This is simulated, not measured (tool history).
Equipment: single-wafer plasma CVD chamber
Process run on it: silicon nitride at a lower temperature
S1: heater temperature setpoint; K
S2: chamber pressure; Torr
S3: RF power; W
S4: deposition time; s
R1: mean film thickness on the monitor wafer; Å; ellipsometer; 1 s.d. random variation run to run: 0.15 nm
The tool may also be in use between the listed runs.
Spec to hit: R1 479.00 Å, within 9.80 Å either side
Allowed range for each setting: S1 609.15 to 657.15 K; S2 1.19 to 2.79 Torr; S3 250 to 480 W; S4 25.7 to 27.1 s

run	day	S1	S2	S3	S4	R1
1	0.000	633.15	1.99	365	27.1	414.55
2	0.096	633.15	2.12	375	27.1	431.64
3	0.325	633.15	2.23	380	27.1	442.30
4	0.596	633.15	2.49	380	27.1	456.25
5	0.883	633.15	2.49	380	25.7	432.41
6	0.988	633.15	2.53	390	25.7	442.45
7	1.179	633.15	2.56	395	25.7	447.26
8	1.438	633.15	2.59	400	25.7	453.99

Which of these 4 next moves meets every target?
A	1.696	635.15	2.78	395	25.9	?
B	1.696	632.15	2.49	380	27.1	?
C	1.696	642.15	2.33	435	26.8	?
D	1.696	646.15	2.79	470	25.7	?

move	R1
A	463.36
B	460.01
C	483.36
D	508.91
A: nearer the targets than the last run, but a result is still out of spec
B: nearer the targets than the last run, but a result is still out of spec
C: each result inside its tolerance
D: moves the result that the last run missed by most past its target, out the other side
The move that meets every target is C.

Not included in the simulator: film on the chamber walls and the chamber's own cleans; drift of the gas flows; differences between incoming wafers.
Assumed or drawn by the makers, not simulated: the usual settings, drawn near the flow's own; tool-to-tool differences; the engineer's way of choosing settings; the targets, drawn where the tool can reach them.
